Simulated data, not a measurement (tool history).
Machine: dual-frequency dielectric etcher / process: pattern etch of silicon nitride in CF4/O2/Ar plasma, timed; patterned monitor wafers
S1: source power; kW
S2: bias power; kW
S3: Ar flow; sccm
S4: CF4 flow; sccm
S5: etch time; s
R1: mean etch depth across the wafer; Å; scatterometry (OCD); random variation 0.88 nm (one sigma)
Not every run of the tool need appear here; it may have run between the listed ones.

{"run": 1, "hour": 0.0, "S1": 0.58, "S2": 0.064, "S3": 124, "S4": 110, "S5": 149, "R1": 2974.2}
{"run": 2, "hour": 7.8, "S1": 0.58, "S2": 0.064, "S3": 124, "S4": 110, "S5": 156, "R1": 3126.6}
{"run": 3, "hour": 9.3, "S1": 0.61, "S2": 0.065, "S3": 124, "S4": 110, "S5": 156, "R1": 3277.1}
{"run": 4, "hour": 18.1, "S1": 0.64, "S2": 0.066, "S3": 124, "S4": 110, "S5": 156, "R1": 3434.7}
{"run": 5, "hour": 24.5, "S1": 0.64, "S2": 0.057, "S3": 124, "S4": 110, "S5": 156, "R1": 3240.7}
{"run": 6, "hour": 27.3, "S1": 0.67, "S2": 0.058, "S3": 124, "S4": 110, "S5": 156, "R1": 3402.2}

Predict the results of run 7:
{"run": 7, "hour": 28.8, "S1": 0.69, "S2": 0.058, "S3": 124, "S4": 110, "S5": 156, "R1": "?"}

R1: 3480.3 Å
